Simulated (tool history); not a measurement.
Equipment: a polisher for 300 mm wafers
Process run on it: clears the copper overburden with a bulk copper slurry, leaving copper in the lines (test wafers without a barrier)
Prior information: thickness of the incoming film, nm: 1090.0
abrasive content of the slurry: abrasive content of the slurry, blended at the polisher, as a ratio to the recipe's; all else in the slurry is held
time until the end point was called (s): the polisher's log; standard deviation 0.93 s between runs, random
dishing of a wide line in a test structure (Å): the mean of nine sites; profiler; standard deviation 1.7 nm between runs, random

run	day	flow of slurry (ml/min)	pressure of the wafer on the pad (psi)	speed of the pad under the wafer (m/s)	abrasive content of the slurry	overpolish time after the end point (s)	time until the end point was called (s)	dishing of a wide line in a test structure (Å)
1	0	225	2.3	1.34	1	9	102.56	495.31
2	0.192	225	2.3	1.2	1	9	115	478.48
3	0.492	225	2.5	1.22	1	9	104.42	495.12
4	0.754	225	2.6	1.24	1	9	97.927	518.72
5	0.921	225	2.6	1.44	1	9	84.352	539.56
6	0.942	225	2.7	1.44	1	9	82.748	608.34
7	1.312	225	2.8	1.44	1	9	78.647	599.71

Predict the results of run 8:
8	1.5	225	3.4	1.5	1	11	?	?

time until the end point was called (s): 63.143
dishing of a wide line in a test structure (Å): 720.68

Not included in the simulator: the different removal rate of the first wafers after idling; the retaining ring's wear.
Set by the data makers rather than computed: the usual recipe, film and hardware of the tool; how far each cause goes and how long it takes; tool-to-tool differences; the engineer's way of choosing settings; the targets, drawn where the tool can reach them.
